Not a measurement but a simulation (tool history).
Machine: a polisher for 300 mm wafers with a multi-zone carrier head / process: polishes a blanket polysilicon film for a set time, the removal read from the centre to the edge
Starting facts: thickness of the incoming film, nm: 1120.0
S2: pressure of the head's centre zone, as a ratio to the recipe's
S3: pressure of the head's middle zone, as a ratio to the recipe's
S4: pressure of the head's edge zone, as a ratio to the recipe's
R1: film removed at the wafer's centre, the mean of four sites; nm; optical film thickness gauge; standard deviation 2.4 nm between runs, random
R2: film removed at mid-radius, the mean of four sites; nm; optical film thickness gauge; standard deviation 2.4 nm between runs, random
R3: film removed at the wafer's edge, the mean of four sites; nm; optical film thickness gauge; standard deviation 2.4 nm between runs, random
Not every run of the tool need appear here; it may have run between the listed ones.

run 1 hour=0.0 | flow_of_slurry_(ml/min)=130 S2=1.00 S3=1.00 S4=1.00 polishing_time_(s)=39 | R1=354.22 R2=362.57 R3=364.35
run 2 hour=4.1 | flow_of_slurry_(ml/min)=125 S2=0.98 S3=0.98 S4=0.97 polishing_time_(s)=37 | R1=331.58 R2=336.46 R3=335.43
run 3 hour=11.6 | flow_of_slurry_(ml/min)=115 S2=0.95 S3=0.96 S4=0.96 polishing_time_(s)=36 | R1=308.42 R2=310.94 R3=321.70
run 4 hour=15.6 | flow_of_slurry_(ml/min)=110 S2=0.92 S3=0.96 S4=0.94 polishing_time_(s)=35 | R1=287.02 R2=305.15 R3=309.56
run 5 hour=17.6 | flow_of_slurry_(ml/min)=110 S2=0.92 S3=0.96 S4=0.94 polishing_time_(s)=28 | R1=226.75 R2=242.57 R3=248.88
run 6 hour=19.3 | flow_of_slurry_(ml/min)=110 S2=0.92 S3=0.96 S4=1.00 polishing_time_(s)=28 | R1=225.14 R2=242.66 R3=254.61
run 7 hour=24.1 | flow_of_slurry_(ml/min)=115 S2=0.92 S3=0.96 S4=1.00 polishing_time_(s)=28 | R1=230.73 R2=247.85 R3=252.96

Run 8 has not been measured yet. What should we expect?
run 8 hour=26.3 | flow_of_slurry_(ml/min)=115 S2=0.92 S3=0.96 S4=1.01 polishing_time_(s)=28 | R1=? R2=? R3=?

Logged for run 8: R1 231.27 nm, R2 250.97 nm, R3 255.42 nm.

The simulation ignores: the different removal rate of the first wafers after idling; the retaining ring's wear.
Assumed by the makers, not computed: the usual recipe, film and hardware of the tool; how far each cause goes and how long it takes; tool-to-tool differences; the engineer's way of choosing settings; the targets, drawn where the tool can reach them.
